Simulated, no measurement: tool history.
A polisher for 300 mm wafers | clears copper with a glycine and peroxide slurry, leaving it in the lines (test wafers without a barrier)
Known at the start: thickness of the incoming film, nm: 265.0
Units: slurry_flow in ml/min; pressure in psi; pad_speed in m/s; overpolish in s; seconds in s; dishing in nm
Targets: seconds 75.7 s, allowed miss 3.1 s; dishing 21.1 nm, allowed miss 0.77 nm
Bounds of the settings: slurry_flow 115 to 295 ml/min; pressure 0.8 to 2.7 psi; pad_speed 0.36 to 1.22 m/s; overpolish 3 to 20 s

run 1 day=0 | slurry_flow=190 pressure=1.7 pad_speed=0.78 overpolish=10 | seconds=63.663 dishing=17.65
run 2 day=0.325 | slurry_flow=190 pressure=2.1 pad_speed=0.78 overpolish=10 | seconds=55.654 dishing=19.169
run 3 day=0.492 | slurry_flow=190 pressure=2.3 pad_speed=0.78 overpolish=10 | seconds=51.461 dishing=19.519
run 4 day=0.767 | slurry_flow=190 pressure=2.3 pad_speed=0.96 overpolish=10 | seconds=44.268 dishing=20.484
run 5 day=0.954 | slurry_flow=190 pressure=2.7 pad_speed=0.96 overpolish=10 | seconds=39.295 dishing=21.31
run 6 day=1.325 | slurry_flow=190 pressure=2.7 pad_speed=0.96 overpolish=8 | seconds=39.082 dishing=19.486
run 7 day=1.692 | slurry_flow=185 pressure=2.2 pad_speed=0.92 overpolish=10 | seconds=48.1 dishing=19.803
run 8 day=1.888 | slurry_flow=185 pressure=2.2 pad_speed=0.92 overpolish=10 | seconds=47.626 dishing=19.981
run 9 day=1.946 | slurry_flow=185 pressure=1.8 pad_speed=0.88 overpolish=11 | seconds=56.89 dishing=19.385
run 10 day=2.312 | slurry_flow=185 pressure=1.8 pad_speed=0.88 overpolish=11 | seconds=57.67 dishing=20.046
run 11 day=2.629 | slurry_flow=180 pressure=1.6 pad_speed=0.86 overpolish=12 | seconds=62.722 dishing=19.554
run 12 day=2.771 | slurry_flow=175 pressure=1.5 pad_speed=0.84 overpolish=13 | seconds=66.868 dishing=20.226
run 13 day=2.938 | slurry_flow=170 pressure=1.4 pad_speed=0.84 overpolish=14 | seconds=70.814 dishing=20.582
run 14 day=3.062 | slurry_flow=165 pressure=1.4 pad_speed=0.84 overpolish=14 | seconds=71.249 dishing=20.177

4 next moves are on the table. One of them brings every result within its allowed miss. Which?
run A day=3.188 | slurry_flow=130 pressure=1 pad_speed=1.1 overpolish=13 | seconds=? dishing=?
run B day=3.188 | slurry_flow=180 pressure=1.4 pad_speed=0.86 overpolish=15 | seconds=? dishing=?
run C day=3.188 | slurry_flow=120 pressure=1 pad_speed=1.16 overpolish=16 | seconds=? dishing=?
run D day=3.188 | slurry_flow=145 pressure=1.2 pad_speed=0.8 overpolish=14 | seconds=? dishing=?

move=A seconds=77.121 dishing=18.917
move=B seconds=69.699 dishing=21.454
move=C seconds=75.325 dishing=21.12
move=D seconds=82.848 dishing=19.446
A: brings the result that was furthest off to its target, and leaves another outside
B: further off than the last run
C: meets every target
D: takes the result that was furthest off past its target
Answer: C
